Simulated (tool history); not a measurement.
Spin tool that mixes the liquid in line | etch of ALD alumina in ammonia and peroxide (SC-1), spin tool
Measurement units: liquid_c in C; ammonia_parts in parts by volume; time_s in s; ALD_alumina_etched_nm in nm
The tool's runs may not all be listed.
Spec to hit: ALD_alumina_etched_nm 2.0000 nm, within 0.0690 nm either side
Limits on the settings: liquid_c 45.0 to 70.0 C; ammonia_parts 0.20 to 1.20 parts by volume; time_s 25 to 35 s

run 1 hour=0.0 | liquid_c=61.0 ammonia_parts=0.90 time_s=35 | ALD_alumina_etched_nm=3.1654
run 2 hour=8.1 | liquid_c=61.0 ammonia_parts=0.70 time_s=35 | ALD_alumina_etched_nm=3.1107
run 3 hour=15.3 | liquid_c=61.0 ammonia_parts=0.70 time_s=25 | ALD_alumina_etched_nm=2.2061
run 4 hour=22.4 | liquid_c=60.0 ammonia_parts=0.70 time_s=25 | ALD_alumina_etched_nm=2.0397
run 5 hour=27.7 | liquid_c=60.0 ammonia_parts=0.70 time_s=35 | ALD_alumina_etched_nm=2.9070
run 6 hour=28.9 | liquid_c=60.0 ammonia_parts=0.70 time_s=35 | ALD_alumina_etched_nm=2.9210
run 7 hour=30.3 | liquid_c=59.0 ammonia_parts=0.70 time_s=35 | ALD_alumina_etched_nm=2.7498
run 8 hour=32.2 | liquid_c=58.0 ammonia_parts=0.70 time_s=35 | ALD_alumina_etched_nm=2.5864
run 9 hour=34.9 | liquid_c=57.5 ammonia_parts=0.70 time_s=35 | ALD_alumina_etched_nm=2.5472
run 10 hour=38.2 | liquid_c=52.0 ammonia_parts=0.70 time_s=35 | ALD_alumina_etched_nm=1.8718

Which single option among these 4 for the next run brings every result within its allowed miss of target? Just one does.
run A hour=41.5 | liquid_c=51.5 ammonia_parts=0.70 time_s=30 | ALD_alumina_etched_nm=?
run B hour=41.5 | liquid_c=57.0 ammonia_parts=0.45 time_s=25 | ALD_alumina_etched_nm=?
run C hour=41.5 | liquid_c=56.5 ammonia_parts=1.10 time_s=25 | ALD_alumina_etched_nm=?
run D hour=41.5 | liquid_c=56.0 ammonia_parts=0.60 time_s=30 | ALD_alumina_etched_nm=?

move=A ALD_alumina_etched_nm=1.5660
move=B ALD_alumina_etched_nm=1.6787
move=C ALD_alumina_etched_nm=1.7800
move=D ALD_alumina_etched_nm=1.9641
A: the biggest miss grows against the last run
B: the biggest miss grows against the last run
C: the biggest miss grows against the last run
D: in spec on every target
D meets every target.

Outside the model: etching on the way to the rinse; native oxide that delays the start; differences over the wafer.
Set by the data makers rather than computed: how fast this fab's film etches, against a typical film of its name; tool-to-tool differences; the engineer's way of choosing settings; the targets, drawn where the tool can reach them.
